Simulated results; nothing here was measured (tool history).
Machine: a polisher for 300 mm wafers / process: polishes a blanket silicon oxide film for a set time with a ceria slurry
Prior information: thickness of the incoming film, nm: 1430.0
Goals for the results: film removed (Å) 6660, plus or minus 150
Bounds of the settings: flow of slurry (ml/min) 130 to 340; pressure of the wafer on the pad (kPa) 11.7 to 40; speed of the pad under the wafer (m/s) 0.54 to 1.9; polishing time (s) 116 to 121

run	hour	flow of slurry (ml/min)	pressure of the wafer on the pad (kPa)	speed of the pad under the wafer (m/s)	polishing time (s)	film removed (Å)
1	0	220	25.5	1.22	116	7204.2
2	5.5	215	24.8	1.22	116	7015.4
3	7.7	215	24.8	1.22	121	7268.8
4	15	195	24.8	1.22	121	7189.3
5	24	195	24.8	1.04	121	6389.2
6	32	195	24.8	1.28	121	7455.1
7	40.5	180	24.1	1.28	121	7088.2
8	47.3	170	24.1	1.28	121	7113.2
# hour 48.7: worn pad replaced by a new one
9	48.7	160	24.1	1.28	121	8013
10	50	185	24.1	1.28	121	8163.8
11	52.5	185	22.1	1.24	121	7214.4
12	59.8	185	20.7	1.24	121	6797.2

Consider the 5 candidate settings below. Which is the only one whose results all fall within their allowed miss of target?
A	67.1	235	15.9	1.74	121	?
B	67.1	145	17.2	1.8	121	?
C	67.1	195	22.8	1.16	118	?
D	67.1	180	18.6	1.48	121	?
E	67.1	215	23.4	1.04	116	?

move	film removed (Å)
A	6964.1
B	7183.8
C	6983.7
D	6933.1
E	6654.5
A: moves away from the targets compared with the last run
B: moves away from the targets compared with the last run
C: moves away from the targets compared with the last run
D: moves away from the targets compared with the last run
E: all results land within tolerance of their targets
Go with E: it meets all targets.
